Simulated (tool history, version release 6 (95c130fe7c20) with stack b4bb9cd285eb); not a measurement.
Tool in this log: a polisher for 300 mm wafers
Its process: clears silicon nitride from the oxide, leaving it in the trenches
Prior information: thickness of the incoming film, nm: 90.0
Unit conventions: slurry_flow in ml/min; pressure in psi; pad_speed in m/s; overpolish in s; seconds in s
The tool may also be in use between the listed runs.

{"run": 1, "day": 0.0, "slurry_flow": 280, "pressure": 1.8, "pad_speed": 1.06, "overpolish": 7, "seconds": 189.2}
{"run": 2, "day": 0.267, "slurry_flow": 225, "pressure": 1.8, "pad_speed": 1.06, "overpolish": 7, "seconds": 194.16}
{"run": 3, "day": 0.562, "slurry_flow": 225, "pressure": 2.1, "pad_speed": 1.06, "overpolish": 7, "seconds": 170.32}
{"run": 4, "day": 0.604, "slurry_flow": 225, "pressure": 1.8, "pad_speed": 1.06, "overpolish": 7, "seconds": 193.88}
{"run": 5, "day": 0.979, "slurry_flow": 225, "pressure": 1.8, "pad_speed": 1.2, "overpolish": 7, "seconds": 173.19}
{"run": 6, "day": 1.167, "slurry_flow": 225, "pressure": 1.5, "pad_speed": 1.2, "overpolish": 7, "seconds": 195.94}

Expected results for the next run?
{"run": 7, "day": 1.5, "slurry_flow": 225, "pressure": 1.4, "pad_speed": 1.2, "overpolish": 7, "seconds": "?"}

{"run 7": {"seconds": 211.03}}
